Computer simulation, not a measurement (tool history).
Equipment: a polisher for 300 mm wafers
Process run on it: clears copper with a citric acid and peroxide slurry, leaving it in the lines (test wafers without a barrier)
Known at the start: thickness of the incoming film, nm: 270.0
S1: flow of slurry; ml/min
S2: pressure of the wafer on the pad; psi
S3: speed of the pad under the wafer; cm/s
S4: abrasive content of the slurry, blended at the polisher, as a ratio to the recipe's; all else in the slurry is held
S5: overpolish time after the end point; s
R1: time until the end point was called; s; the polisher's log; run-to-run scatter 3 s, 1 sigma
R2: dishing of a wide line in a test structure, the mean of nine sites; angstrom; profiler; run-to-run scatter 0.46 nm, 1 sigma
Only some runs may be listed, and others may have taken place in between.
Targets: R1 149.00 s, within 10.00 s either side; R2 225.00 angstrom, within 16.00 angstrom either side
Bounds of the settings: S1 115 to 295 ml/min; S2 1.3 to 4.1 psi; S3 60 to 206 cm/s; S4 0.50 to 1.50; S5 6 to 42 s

| run | day | S1 | S2 | S3 | S4 | S5 | R1 | R2 |
|---|---|---|---|---|---|---|---|---|
| 1 | 0.000 | 190 | 2.7 | 132 | 1.00 | 21 | 110.94 | 311.18 |
| 2 | 0.292 | 190 | 2.7 | 132 | 1.00 | 28 | 106.63 | 374.98 |
| 3 | 0.562 | 190 | 2.7 | 132 | 1.10 | 28 | 108.90 | 383.00 |
| 4 | 0.925 | 190 | 2.7 | 132 | 0.95 | 28 | 108.59 | 372.84 |
| 5 | 0.967 | 190 | 2.7 | 132 | 1.10 | 28 | 109.40 | 387.99 |
| 6 | 1.004 | 190 | 2.5 | 130 | 1.10 | 26 | 117.33 | 344.65 |
| 7 | 1.200 | 190 | 2.5 | 130 | 1.10 | 26 | 110.78 | 343.46 |
| 8 | 1.421 | 190 | 2.2 | 124 | 1.10 | 26 | 137.36 | 297.29 |
| 9 | 1.483 | 190 | 2.1 | 124 | 1.10 | 24 | 142.05 | 270.21 |

Which of these 4 next moves meets every target?
| A | 1.546 | 245 | 1.7 | 152 | 0.90 | 17 | ? | ? |
| B | 1.546 | 140 | 2.9 | 98 | 1.05 | 27 | ? | ? |
| C | 1.546 | 185 | 2.2 | 102 | 1.30 | 26 | ? | ? |
| D | 1.546 | 200 | 2.0 | 132 | 0.85 | 20 | ? | ? |

| move | R1 | R2 |
|---|---|---|
| A | 148.22 | 189.21 |
| B | 134.99 | 311.57 |
| C | 150.55 | 272.48 |
| D | 149.26 | 218.23 |
A: takes the result that was furthest off past its target
B: misses by more than the last run did
C: misses by more than the last run did
D: each result inside its tolerance
D meets every target.

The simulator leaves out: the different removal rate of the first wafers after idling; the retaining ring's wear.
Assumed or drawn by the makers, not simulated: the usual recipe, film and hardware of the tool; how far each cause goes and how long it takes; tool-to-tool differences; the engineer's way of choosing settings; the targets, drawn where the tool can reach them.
